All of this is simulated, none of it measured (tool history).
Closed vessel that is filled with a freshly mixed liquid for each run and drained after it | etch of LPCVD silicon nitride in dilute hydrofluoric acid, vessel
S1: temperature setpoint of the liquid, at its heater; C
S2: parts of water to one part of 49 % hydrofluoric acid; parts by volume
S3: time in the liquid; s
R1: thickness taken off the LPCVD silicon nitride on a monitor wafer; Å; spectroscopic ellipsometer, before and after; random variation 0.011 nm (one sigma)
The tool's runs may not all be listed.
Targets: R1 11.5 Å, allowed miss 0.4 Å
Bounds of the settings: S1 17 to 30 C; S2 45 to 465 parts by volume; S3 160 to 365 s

run,hour,S1,S2,S3,R1
1,0,22,255,365,6.7983
2,8.3,22,225,365,7.6587
3,15.1,22,305,365,5.6492
4,22.8,22,305,365,5.6801
5,25,20.5,305,365,5.1526
6,29.2,17.5,305,365,4.2789
7,34.4,21.5,280,365,5.9709
8,41.2,24,265,365,7.4744
9,44.2,26,260,365,8.4893
10,46.5,27.5,255,365,9.7171
11,53.4,28.5,255,365,10.204

4 next moves are on the table. One of them brings every result within its allowed miss. Which?
A,60.3,29.5,210,365,?
B,60.3,28,220,365,?
C,60.3,28,255,365,?
D,60.3,25.5,250,365,?

move,R1
A,13.089
B,11.409
C,9.8246
D,8.6178
A: takes the result that was furthest off past its target
B: meets every target
C: further off than the last run
D: further off than the last run
Answer: B
